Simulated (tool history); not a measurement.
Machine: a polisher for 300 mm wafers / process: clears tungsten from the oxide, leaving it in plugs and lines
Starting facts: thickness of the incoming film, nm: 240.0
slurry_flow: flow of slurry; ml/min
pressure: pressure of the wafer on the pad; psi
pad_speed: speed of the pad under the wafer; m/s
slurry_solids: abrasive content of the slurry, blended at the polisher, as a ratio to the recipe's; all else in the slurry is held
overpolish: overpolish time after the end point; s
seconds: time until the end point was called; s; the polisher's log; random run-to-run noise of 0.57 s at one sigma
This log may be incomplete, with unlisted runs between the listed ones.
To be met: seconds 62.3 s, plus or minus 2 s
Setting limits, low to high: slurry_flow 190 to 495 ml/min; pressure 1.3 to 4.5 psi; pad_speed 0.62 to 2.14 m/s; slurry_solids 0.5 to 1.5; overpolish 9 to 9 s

run	hour	slurry_flow	pressure	pad_speed	slurry_solids	overpolish	seconds
1	0	320	2.9	1.38	1	9	49.368
2	5.9	265	2.9	1.38	1	9	50.337
3	7	265	3.5	1.38	1	9	41.347
4	9	195	3.5	1.38	1	9	42.048
5	14.5	195	3.2	1.38	1	9	46.614
6	20.8	195	3	1.38	1	9	48.384
7	22	195	2.8	1.38	1	9	51.835
8	23.5	195	2.6	1.38	1	9	55.072
9	27	195	2.5	1.38	1	9	58.09
10	29	195	2.5	1.38	1	9	58.348

Consider the 5 candidate settings below. Which is the only one whose results all fall within their allowed miss of target?
A	31	225	2.7	1.32	1	9	?
B	31	210	2.6	1.34	1	9	?
C	31	230	3.1	1.32	0.8	9	?
D	31	210	2.4	1.34	0.95	9	?
E	31	220	2.5	1.46	1.1	9	?

move	seconds
A	56.424
B	57.941
C	52.831
D	63.589
E	53.628
A: the biggest miss grows against the last run
B: the biggest miss grows against the last run
C: the biggest miss grows against the last run
D: in spec on every target
E: the biggest miss grows against the last run
So the answer is move D, the one that meets all the targets.
